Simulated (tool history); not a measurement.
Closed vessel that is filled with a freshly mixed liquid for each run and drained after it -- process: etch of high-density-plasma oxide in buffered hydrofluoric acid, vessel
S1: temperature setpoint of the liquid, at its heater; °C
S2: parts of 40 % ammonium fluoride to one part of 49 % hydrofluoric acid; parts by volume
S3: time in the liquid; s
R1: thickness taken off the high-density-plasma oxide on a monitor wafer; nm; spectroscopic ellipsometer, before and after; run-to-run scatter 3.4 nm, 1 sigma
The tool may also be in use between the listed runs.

run    day    S1    S2   S3      R1
  1  0.000  23.0  13.5  100  161.69
  2  0.179  23.0  13.5  105  169.60
  3  0.367  23.0  13.5  100  161.83
  4  0.671  24.5  12.0  100  198.11
  5  0.733  24.5  14.0  100  169.32
  6  1.012  24.5  16.0  100  149.70
  7  1.200  24.5  16.0  100  148.70
  8  1.288  25.5  14.5  100  174.23

Run 9 comes next. What will it give?
  9  1.350  26.5  13.0  100   ?

R1: 202.36 nm
